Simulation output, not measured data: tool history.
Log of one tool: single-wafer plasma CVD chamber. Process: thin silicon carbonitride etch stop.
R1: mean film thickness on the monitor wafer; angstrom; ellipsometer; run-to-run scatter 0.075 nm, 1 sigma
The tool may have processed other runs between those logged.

{"run": 1, "hour": 0.0, "RF power (W)": 250, "deposition time (s)": 18.3, "R1": 107.83}
{"run": 2, "hour": 0.8, "RF power (W)": 260, "deposition time (s)": 19.0, "R1": 113.46}
{"run": 3, "hour": 7.7, "RF power (W)": 230, "deposition time (s)": 19.0, "R1": 110.45}
{"run": 4, "hour": 16.1, "RF power (W)": 230, "deposition time (s)": 20.0, "R1": 115.65}
{"run": 5, "hour": 25.0, "RF power (W)": 230, "deposition time (s)": 18.1, "R1": 104.7}
{"run": 6, "hour": 25.5, "RF power (W)": 230, "deposition time (s)": 16.1, "R1": 93.628}
{"hour": 31.8, "done": "thermocouple changed; heater temperature recalibrated"}
{"run": 7, "hour": 31.8, "RF power (W)": 245, "deposition time (s)": 17.3, "R1": 100.62}
{"run": 8, "hour": 40.8, "RF power (W)": 250, "deposition time (s)": 18.3, "R1": 108.52}

Expected results for the next run?
{"run": 9, "hour": 44.9, "RF power (W)": 260, "deposition time (s)": 18.9, "R1": "?"}

{"run 9": {"R1": 111.59}}

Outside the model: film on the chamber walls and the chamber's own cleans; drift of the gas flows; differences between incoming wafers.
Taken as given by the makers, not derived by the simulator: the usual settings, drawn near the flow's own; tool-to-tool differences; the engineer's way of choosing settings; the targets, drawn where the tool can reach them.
